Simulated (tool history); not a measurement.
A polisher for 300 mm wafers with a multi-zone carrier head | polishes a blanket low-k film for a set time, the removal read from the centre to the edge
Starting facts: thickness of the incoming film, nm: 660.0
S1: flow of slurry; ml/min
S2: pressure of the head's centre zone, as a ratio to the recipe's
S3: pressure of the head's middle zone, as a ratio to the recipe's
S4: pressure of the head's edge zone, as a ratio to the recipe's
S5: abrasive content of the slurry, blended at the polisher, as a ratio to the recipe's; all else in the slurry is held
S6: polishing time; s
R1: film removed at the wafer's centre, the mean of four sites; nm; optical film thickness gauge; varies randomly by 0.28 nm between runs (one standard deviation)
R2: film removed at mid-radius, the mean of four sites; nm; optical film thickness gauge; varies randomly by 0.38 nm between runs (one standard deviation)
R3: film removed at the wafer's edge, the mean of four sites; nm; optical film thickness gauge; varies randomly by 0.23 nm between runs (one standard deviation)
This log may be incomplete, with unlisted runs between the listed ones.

run  hour   S1    S2    S3    S4    S5  S6      R1      R2      R3
  1     0  170     1     1     1     1  79  20.137  21.395  20.972
  2   5.8  180     1  1.02  1.03  1.05  79  21.046  22.634  21.643
  3  13.7  180  0.94  1.02  1.03  1.05  79  20.592  22.052  22.107
  4  18.6  185  0.93  1.05  1.05   1.1  79  20.686  23.087  22.443
  5  23.4  185  0.93  1.05  1.05   1.1  65  17.166  20.103  18.951
  6    27  185  0.88  1.05  1.05   1.1  65  16.246  19.528  18.537
  7  33.2  185   0.9  1.06  1.07   1.2  67  18.385  20.429  20.328
  8  38.6  195  0.89  1.09  1.07  1.25  69  18.802  23.553  20.768
  9  41.9  200  0.89  1.09  1.09   1.3  70  19.824  23.605  22.293
 10  50.6  205  0.91   1.1  1.11  1.35  70  20.019   24.06  22.868
 11  53.6  210  0.93  1.11  1.11   1.4  71  21.222  25.068  23.206

The next listed run, before its measurement:
 12  61.8  210  0.93  1.11  1.11  1.4  71   ?   ?   ?

R1: 21.298 nm
R2: 24.761 nm
R3: 23.409 nm
